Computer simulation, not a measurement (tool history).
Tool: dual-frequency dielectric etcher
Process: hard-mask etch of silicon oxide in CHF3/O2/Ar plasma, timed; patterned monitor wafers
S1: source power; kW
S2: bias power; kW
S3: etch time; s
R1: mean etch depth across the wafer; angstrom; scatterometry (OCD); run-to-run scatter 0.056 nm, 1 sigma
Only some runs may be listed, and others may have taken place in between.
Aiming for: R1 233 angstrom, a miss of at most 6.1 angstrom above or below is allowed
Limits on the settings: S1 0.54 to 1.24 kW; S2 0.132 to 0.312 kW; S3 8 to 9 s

Run 1, hour 0: S1 0.89 kW, S2 0.222 kW, S3 9 s. Result: R1 206.82 angstrom.
Run 2, hour 5: S1 0.89 kW, S2 0.193 kW, S3 9 s. Result: R1 193.53 angstrom.
Run 3, hour 12.4: S1 0.89 kW, S2 0.166 kW, S3 9 s. Result: R1 179.61 angstrom.
Run 4, hour 15.5: S1 0.89 kW, S2 0.199 kW, S3 9 s. Result: R1 196.39 angstrom.
Run 5, hour 18.4: S1 0.89 kW, S2 0.225 kW, S3 9 s. Result: R1 208.55 angstrom.
Run 6, hour 22.7: S1 0.93 kW, S2 0.228 kW, S3 9 s. Result: R1 214.42 angstrom.
Run 7, hour 25.1: S1 0.96 kW, S2 0.23 kW, S3 9 s. Result: R1 218.15 angstrom.
Run 8, hour 33: S1 0.98 kW, S2 0.231 kW, S3 9 s. Result: R1 219.32 angstrom.
Run 9, hour 39.4: S1 1 kW, S2 0.233 kW, S3 9 s. Result: R1 222.49 angstrom.

Which of these 5 next moves meets every target?
Run A, hour 45.8: S1 1.1 kW, S2 0.195 kW, S3 9 s. Result: R1 ?.
Run B, hour 45.8: S1 0.95 kW, S2 0.23 kW, S3 9 s. Result: R1 ?.
Run C, hour 45.8: S1 1.21 kW, S2 0.216 kW, S3 9 s. Result: R1 ?.
Run D, hour 45.8: S1 0.81 kW, S2 0.255 kW, S3 9 s. Result: R1 ?.
Run E, hour 45.8: S1 0.97 kW, S2 0.23 kW, S3 8.5 s. Result: R1 ?.

move      R1
   A  211.62
   B  216.12
   C   231.2
   D  212.99
   E  205.84
A: lands further from the targets than the last run did
B: lands further from the targets than the last run did
C: every result within its allowed miss
D: lands further from the targets than the last run did
E: lands further from the targets than the last run did
C is the move that brings every result within its allowed miss.

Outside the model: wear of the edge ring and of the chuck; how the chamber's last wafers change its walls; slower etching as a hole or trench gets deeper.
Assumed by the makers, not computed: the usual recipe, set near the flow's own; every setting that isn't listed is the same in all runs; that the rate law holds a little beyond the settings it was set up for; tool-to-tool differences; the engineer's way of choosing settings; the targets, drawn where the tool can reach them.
